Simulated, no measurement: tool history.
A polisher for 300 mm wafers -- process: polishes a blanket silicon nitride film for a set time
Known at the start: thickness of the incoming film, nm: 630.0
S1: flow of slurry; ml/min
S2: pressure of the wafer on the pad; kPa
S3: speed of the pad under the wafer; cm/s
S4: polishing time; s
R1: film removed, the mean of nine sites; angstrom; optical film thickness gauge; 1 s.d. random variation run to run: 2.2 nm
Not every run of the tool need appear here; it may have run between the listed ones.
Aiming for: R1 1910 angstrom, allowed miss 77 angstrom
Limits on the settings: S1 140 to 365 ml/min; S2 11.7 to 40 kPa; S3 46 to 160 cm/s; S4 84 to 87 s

run  hour   S1    S2   S3  S4      R1
  1     0  235  25.5  102  84  1277.4
  2   3.4  260  25.5  102  84  1283.5
  3   5.2  260  25.5  120  84  1470.7
  4   8.6  260  26.9  120  84  1507.4
  5  16.1  205  26.9  120  84  1509.1
  6  23.3  205  28.3  120  84    1521
     27.7  -- worn pad replaced by a new one
  7  27.7  205  29.6  120  84  1695.2
  8  31.4  205  30.3  120  84  1752.9
  9  33.1  205  31.7  120  84  1787.5
 10  40.9  205  32.4  120  84  1818.9

Below are 5 possible settings for the next run. Only one of them brings all results inside the allowed miss of their targets. Which is it?
  A  48.7  185  25.5  136  85   ?
  B  48.7  195  33.8  116  87   ?
  C  48.7  200    31  112  86   ?
  D  48.7  200  31.7  114  84   ?
  E  48.7  185  28.3  126  84   ?

move      R1
   A  1657.8
   B  1847.6
   C  1674.1
   D  1683.9
   E  1660.9
A: lands further from the targets than the last run did
B: meets every target
C: lands further from the targets than the last run did
D: lands further from the targets than the last run did
E: lands further from the targets than the last run did
The right move is B.
